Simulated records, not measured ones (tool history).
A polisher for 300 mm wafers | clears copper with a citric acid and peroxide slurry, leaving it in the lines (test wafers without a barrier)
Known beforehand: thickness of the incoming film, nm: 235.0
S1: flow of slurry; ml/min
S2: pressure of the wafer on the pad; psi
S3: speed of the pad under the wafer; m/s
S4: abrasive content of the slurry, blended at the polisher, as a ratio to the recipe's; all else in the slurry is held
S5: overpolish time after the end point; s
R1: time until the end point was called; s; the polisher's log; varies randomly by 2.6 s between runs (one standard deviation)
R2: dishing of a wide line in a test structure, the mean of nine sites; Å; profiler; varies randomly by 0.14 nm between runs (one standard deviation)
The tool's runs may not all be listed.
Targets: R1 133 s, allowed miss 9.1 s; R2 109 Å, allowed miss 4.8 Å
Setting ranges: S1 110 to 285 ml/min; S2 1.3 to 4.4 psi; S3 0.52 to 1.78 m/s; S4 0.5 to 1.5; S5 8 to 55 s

run   hour   S1   S2    S3    S4  S5      R1      R2
  1      0  180  2.8  1.14     1  28  108.69  422.37
  2    6.6  180  3.2  1.14     1  28  95.696   471.1
  3   14.1  180  3.2  1.14     1  16  96.035  289.32
  4   18.7  180  2.8  1.14     1  16  111.55  258.54
  5   23.1  180  2.8  1.14     1   9  109.01  149.57
  6   27.1  180  2.8   0.9     1   9  138.72  119.61
  7     30  190  2.8   0.9  1.05   9  136.28  122.65
  8   32.1  205  2.7   0.9   1.1   9  137.57  119.87
  9   38.8  215  2.7   0.9  1.15   9  130.34  123.07
 10   42.4  220  2.7   0.9   1.2   9  135.67  124.76
 11   50.8  230  2.7   0.9  1.15   9  131.34  123.01
 12   57.3  235  2.7   0.9  1.15   9  132.25  122.83
 13     66  245  2.7   0.9  1.15   9   135.4  123.56
 14   69.7  240  2.6   0.9   1.2   9  138.57  120.91
 15   77.7  245  2.7  0.88   1.2   9  135.78  122.31
 16   80.3  245  2.7  0.86   1.2   9  134.07  122.12
 17     87  255  2.7  0.84  1.25   9  132.48  119.31
 18   88.5  255  2.7  0.84   1.3   9  138.37  121.56
 19   90.9  260  2.7  0.84  1.25   9  135.09   117.6
 20   96.7  265  2.7  0.84  1.25   9  137.12  121.51
 21   98.7  250  2.7  0.84   1.3   9  137.17  121.03
 22  102.6  255  2.7  0.84  1.25   9  136.43  117.61
 23  108.4  260  2.7  0.84  1.25   9  140.12  117.33
 24  114.8  260  2.7  0.82  1.25   9  141.84   117.1
 25  119.6  250  2.7  0.84  1.25   9  133.58  117.19
 26    128  215  2.6  0.84  1.25   8  142.74  101.31

Below are 5 possible settings for the next run. Only one of them brings all results inside the allowed miss of their targets. Which is it?
  A  136.4  200  2.6   0.8   1.3   8   ?   ?
  B  136.4  220  3.3  0.62   0.9   8   ?   ?
  C  136.4  225  2.1     1   1.3   8   ?   ?
  D  136.4  230  2.6  0.92  1.15   8   ?   ?
  E  136.4  220  2.4  0.84  1.25   8   ?   ?

move      R1      R2
   A  151.52  98.203
   B  166.45  89.941
   C  147.82  100.21
   D  134.15  110.41
   E  155.65  95.567
A: the biggest miss grows against the last run
B: the biggest miss grows against the last run
C: the biggest miss grows against the last run
D: meets every target
E: the biggest miss grows against the last run
Go with D: it meets all targets.

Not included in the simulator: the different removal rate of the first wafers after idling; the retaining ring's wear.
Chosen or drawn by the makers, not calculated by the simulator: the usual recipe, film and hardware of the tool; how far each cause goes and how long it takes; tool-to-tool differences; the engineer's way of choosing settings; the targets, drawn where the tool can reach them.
